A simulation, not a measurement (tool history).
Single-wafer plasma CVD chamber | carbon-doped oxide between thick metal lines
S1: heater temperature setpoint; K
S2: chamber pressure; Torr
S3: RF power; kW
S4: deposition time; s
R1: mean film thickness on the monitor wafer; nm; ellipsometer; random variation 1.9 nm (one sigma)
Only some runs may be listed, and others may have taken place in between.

Run 1, day 0: S1 628.15 K, S2 6.16 Torr, S3 0.49 kW, S4 151 s. Result: R1 707.32 nm.
Run 2, day 0.212: S1 633.15 K, S2 5.57 Torr, S3 0.465 kW, S4 151 s. Result: R1 658.03 nm.
Run 3, day 0.254: S1 638.15 K, S2 5.16 Torr, S3 0.46 kW, S4 151 s. Result: R1 639.45 nm.
Run 4, day 0.454: S1 641.15 K, S2 4.8 Torr, S3 0.455 kW, S4 151 s. Result: R1 627.75 nm.
Run 5, day 0.583: S1 643.15 K, S2 4.52 Torr, S3 0.45 kW, S4 151 s. Result: R1 617.49 nm.
At day 0.933: RF generator calibrated.
Run 6, day 0.933: S1 643.15 K, S2 4.93 Torr, S3 0.45 kW, S4 151 s. Result: R1 650.18 nm.

For run 7, what comes out?
Run 7, day 1.117: S1 638.15 K, S2 4.89 Torr, S3 0.45 kW, S4 151 s. Result: R1 ?.

{"run 7": {"R1": 654.39}}
